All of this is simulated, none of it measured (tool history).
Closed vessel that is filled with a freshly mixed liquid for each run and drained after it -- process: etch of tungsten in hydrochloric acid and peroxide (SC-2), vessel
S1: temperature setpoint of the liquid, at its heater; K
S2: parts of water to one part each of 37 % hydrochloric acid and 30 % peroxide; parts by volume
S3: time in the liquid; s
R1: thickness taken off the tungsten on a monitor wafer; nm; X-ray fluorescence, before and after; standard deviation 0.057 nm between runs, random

{"run": 1, "hour": 0.0, "S1": 318.15, "S2": 7.0, "S3": 30, "R1": 7.1834}
{"run": 2, "hour": 5.6, "S1": 317.15, "S2": 7.0, "S3": 30, "R1": 6.8532}
{"run": 3, "hour": 11.0, "S1": 317.15, "S2": 5.5, "S3": 30, "R1": 7.9594}
{"run": 4, "hour": 12.4, "S1": 317.15, "S2": 4.0, "S3": 30, "R1": 9.8538}
{"run": 5, "hour": 21.3, "S1": 317.15, "S2": 4.0, "S3": 30, "R1": 9.7704}
{"run": 6, "hour": 24.9, "S1": 315.15, "S2": 4.0, "S3": 30, "R1": 8.6682}

Predict the results of run 7:
{"run": 7, "hour": 32.2, "S1": 308.15, "S2": 4.0, "S3": 30, "R1": "?"}

Logged for run 7: R1 5.2185 nm.
